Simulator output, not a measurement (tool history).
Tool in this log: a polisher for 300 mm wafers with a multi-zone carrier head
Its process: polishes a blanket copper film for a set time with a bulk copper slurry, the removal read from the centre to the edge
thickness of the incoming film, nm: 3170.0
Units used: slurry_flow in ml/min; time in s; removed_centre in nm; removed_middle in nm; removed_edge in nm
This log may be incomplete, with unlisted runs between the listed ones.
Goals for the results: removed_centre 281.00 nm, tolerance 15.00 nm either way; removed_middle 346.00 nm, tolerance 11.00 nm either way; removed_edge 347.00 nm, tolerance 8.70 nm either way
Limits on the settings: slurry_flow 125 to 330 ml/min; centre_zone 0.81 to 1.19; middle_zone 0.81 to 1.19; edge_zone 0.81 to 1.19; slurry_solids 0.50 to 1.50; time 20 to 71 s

run 1 hour=0.0 | slurry_flow=210 centre_zone=1.00 middle_zone=1.00 edge_zone=1.00 slurry_solids=1.00 time=45 | removed_centre=378.04 removed_middle=379.33 removed_edge=379.64
run 2 hour=1.1 | slurry_flow=210 centre_zone=1.00 middle_zone=1.00 edge_zone=1.00 slurry_solids=1.20 time=45 | removed_centre=383.79 removed_middle=389.16 removed_edge=393.58
run 3 hour=5.5 | slurry_flow=200 centre_zone=0.97 middle_zone=1.00 edge_zone=0.99 slurry_solids=1.15 time=45 | removed_centre=370.79 removed_middle=377.35 removed_edge=385.48
run 4 hour=8.1 | slurry_flow=200 centre_zone=0.97 middle_zone=1.00 edge_zone=0.99 slurry_solids=1.15 time=37 | removed_centre=303.34 removed_middle=311.31 removed_edge=317.93
run 5 hour=9.8 | slurry_flow=210 centre_zone=0.95 middle_zone=1.01 edge_zone=1.01 slurry_solids=1.15 time=37 | removed_centre=305.18 removed_middle=317.47 removed_edge=320.69
run 6 hour=11.2 | slurry_flow=210 centre_zone=0.95 middle_zone=1.01 edge_zone=1.01 slurry_solids=1.25 time=37 | removed_centre=314.25 removed_middle=322.67 removed_edge=327.73
run 7 hour=15.6 | slurry_flow=200 centre_zone=0.93 middle_zone=1.03 edge_zone=1.03 slurry_solids=1.25 time=37 | removed_centre=297.92 removed_middle=326.99 removed_edge=329.15
run 8 hour=22.7 | slurry_flow=200 centre_zone=0.92 middle_zone=1.04 edge_zone=1.04 slurry_solids=1.25 time=37 | removed_centre=298.27 removed_middle=329.32 removed_edge=328.74

Below are 5 possible settings for the next run. Only one of them brings all results inside the allowed miss of their targets. Which is it?
run A hour=29.8 | slurry_flow=190 centre_zone=1.00 middle_zone=1.02 edge_zone=1.09 slurry_solids=1.15 time=40 | removed_centre=? removed_middle=? removed_edge=?
run B hour=29.8 | slurry_flow=125 centre_zone=0.81 middle_zone=0.89 edge_zone=1.00 slurry_solids=1.20 time=44 | removed_centre=? removed_middle=? removed_edge=?
run C hour=29.8 | slurry_flow=190 centre_zone=0.81 middle_zone=1.05 edge_zone=1.06 slurry_solids=1.40 time=38 | removed_centre=? removed_middle=? removed_edge=?
run D hour=29.8 | slurry_flow=225 centre_zone=0.94 middle_zone=1.05 edge_zone=1.02 slurry_solids=1.20 time=38 | removed_centre=? removed_middle=? removed_edge=?
run E hour=29.8 | slurry_flow=215 centre_zone=0.98 middle_zone=1.10 edge_zone=1.05 slurry_solids=1.25 time=38 | removed_centre=? removed_middle=? removed_edge=?

move=A removed_centre=334.10 removed_middle=339.79 removed_edge=361.17
move=B removed_centre=284.94 removed_middle=306.84 removed_edge=360.05
move=C removed_centre=283.08 removed_middle=345.49 removed_edge=352.91
move=D removed_centre=314.72 removed_middle=342.82 removed_edge=341.49
move=E removed_centre=325.42 removed_middle=357.44 removed_edge=347.51
A: the result that was furthest off in the last run now lies on the other side of its target
B: the result that was furthest off in the last run now lies on the other side of its target
C: every result lands within tolerance
D: gets the furthest-off result to its target, but another result is out of tolerance
E: gets the furthest-off result to its target, but another result is out of tolerance
Go with C: it meets all targets.

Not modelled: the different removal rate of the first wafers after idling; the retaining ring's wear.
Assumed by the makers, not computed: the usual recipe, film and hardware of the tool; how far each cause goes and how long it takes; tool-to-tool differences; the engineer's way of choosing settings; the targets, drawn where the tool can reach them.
